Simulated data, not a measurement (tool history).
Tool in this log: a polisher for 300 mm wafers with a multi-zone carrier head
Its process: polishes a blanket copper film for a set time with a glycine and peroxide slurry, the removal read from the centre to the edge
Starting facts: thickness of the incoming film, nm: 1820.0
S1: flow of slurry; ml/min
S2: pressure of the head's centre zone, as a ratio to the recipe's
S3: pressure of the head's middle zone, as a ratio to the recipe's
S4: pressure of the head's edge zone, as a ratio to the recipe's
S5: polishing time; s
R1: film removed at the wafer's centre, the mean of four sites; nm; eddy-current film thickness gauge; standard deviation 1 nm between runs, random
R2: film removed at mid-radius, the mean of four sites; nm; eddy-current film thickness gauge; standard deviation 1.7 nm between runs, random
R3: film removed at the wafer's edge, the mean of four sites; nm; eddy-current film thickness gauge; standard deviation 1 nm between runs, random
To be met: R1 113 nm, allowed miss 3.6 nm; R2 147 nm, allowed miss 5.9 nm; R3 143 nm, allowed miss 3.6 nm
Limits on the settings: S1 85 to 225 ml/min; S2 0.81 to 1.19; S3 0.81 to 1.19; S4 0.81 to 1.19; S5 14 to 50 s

run  hour   S1    S2    S3    S4  S5      R1      R2      R3
  1     0  145     1     1     1  32  130.44  129.45  130.68
  2   8.5  145  0.95  1.03  1.04  32  124.88  134.65  134.31
  3  10.1  145  0.91  1.05  1.06  32  115.96  137.03  136.64
  4  15.7  145  0.91  1.11  1.06  32     117  141.63  134.86
  5  20.4  150   0.9  1.11  1.08  32   118.5  144.69  136.58
  6  22.7  150  0.83  1.11  1.08  32  108.36  143.67  135.19
  7  27.3  155  0.83   1.1   1.1  32  109.27  144.63  139.23
  8  31.7  160  0.83   1.1   1.1  32  111.03  142.69  138.31

Of the 5 settings listed for the next run, only one would bring every result within its allowed miss of target. Which one?
  A  36.1  140  0.84  1.16  1.05  32   ?   ?   ?
  B  36.1  135  0.81  1.19  1.05  35   ?   ?   ?
  C  36.1  175  0.86  1.14  1.05  31   ?   ?   ?
  D  36.1  175  0.82  1.08   1.1  33   ?   ?   ?
  E  36.1  180  0.84   1.1  1.04  32   ?   ?   ?

move      R1      R2      R3
   A  107.24  148.26  132.39
   B  112.15   164.6  143.99
   C   111.3  147.26  132.06
   D  112.87  149.68  143.18
   E  112.73   148.1  136.35
A: misses by more than the last run did
B: brings the result that was furthest off to its target, and leaves another outside
C: misses by more than the last run did
D: all results in spec
E: misses by more than the last run did
Correct choice: D, which meets every target
